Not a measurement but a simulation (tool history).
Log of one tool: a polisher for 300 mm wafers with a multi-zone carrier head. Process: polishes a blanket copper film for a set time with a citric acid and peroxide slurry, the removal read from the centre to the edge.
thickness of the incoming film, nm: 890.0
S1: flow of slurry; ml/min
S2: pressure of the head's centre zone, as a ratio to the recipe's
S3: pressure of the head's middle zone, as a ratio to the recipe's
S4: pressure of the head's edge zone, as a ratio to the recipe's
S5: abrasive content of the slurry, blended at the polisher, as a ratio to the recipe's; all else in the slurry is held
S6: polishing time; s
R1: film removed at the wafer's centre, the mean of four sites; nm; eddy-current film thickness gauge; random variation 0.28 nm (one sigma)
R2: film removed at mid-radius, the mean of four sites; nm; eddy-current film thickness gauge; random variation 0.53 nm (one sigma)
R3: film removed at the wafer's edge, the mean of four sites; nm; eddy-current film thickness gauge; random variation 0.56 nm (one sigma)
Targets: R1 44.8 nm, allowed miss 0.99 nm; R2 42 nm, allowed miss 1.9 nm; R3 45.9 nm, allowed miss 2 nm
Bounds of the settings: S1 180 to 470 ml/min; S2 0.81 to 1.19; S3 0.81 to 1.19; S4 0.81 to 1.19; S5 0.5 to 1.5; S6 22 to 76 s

run  hour   S1    S2    S3    S4    S5  S6      R1      R2      R3
  1     0  300     1     1     1     1  49  97.262  95.875  97.329
  2   6.9  300     1     1  1.04     1  49  98.614   94.97  100.32
  3   9.2  370     1     1  1.04     1  49     101   95.94  101.42
  4  11.8  305     1     1  1.04     1  49   97.73  98.608  100.44
  5  13.4  305     1     1  1.04  0.85  49  93.948   93.72  97.206
  6  21.5  305  1.07     1  1.04  0.85  49  100.69  90.831  97.829
  7  26.8  305  1.07     1  1.04  0.85  49  99.905  91.686  94.814
  8  29.5  295  1.06  0.98  1.02   0.8  46  91.861  82.408  87.933
  9  31.4  210  0.96  0.95  0.92  0.55  32  51.909  49.375  51.186
 10  37.6  210  0.95  0.94  0.91  0.55  32  51.438  49.575  51.144
 11  41.3  205  0.94  0.93   0.9  0.55  32   49.83  49.388   51.18
 12  43.9  255  0.94  0.84  0.87   0.5  26  41.147  36.906  41.492
 13  48.7  255  0.94  0.85  0.88   0.5  26  40.785   38.27  41.437
 14    56  255  0.95  0.86   0.9   0.5  26  41.288  38.188  40.717
 15  58.5  250  0.95  0.86  0.89  0.55  26  42.293  39.157  42.891
 16    63  240  0.96  0.88  0.91   0.6  26  43.309  39.048   43.58
 17  63.7  245  0.96  0.89  0.91   0.6  26  43.666  39.281  42.614
 18  66.3  240  0.96  0.89  0.92   0.6  26  43.155  40.228  43.485

5 next moves are on the table. One of them brings every result within its allowed miss. Which?
  A  68.9  280  1.09  0.97  0.88   0.5  25   ?   ?   ?
  B  68.9  190  0.84  0.83  1.03  0.85  27   ?   ?   ?
  C  68.9  225  0.94  0.97  0.85   0.5  27   ?   ?   ?
  D  68.9  210  0.92  0.96  0.99  0.65  25   ?   ?   ?
  E  68.9  240  0.96   0.9  0.98   0.5  28   ?   ?   ?

move      R1      R2      R3
   A  45.093  40.498  39.694
   B  42.365  42.055  50.779
   C  41.882  42.689  41.412
   D  40.233  41.437  43.603
   E  44.562  42.056   46.18
A: brings the result that was furthest off to its target, and leaves another outside
B: further off than the last run
C: further off than the last run
D: further off than the last run
E: meets every target
The right move is E.
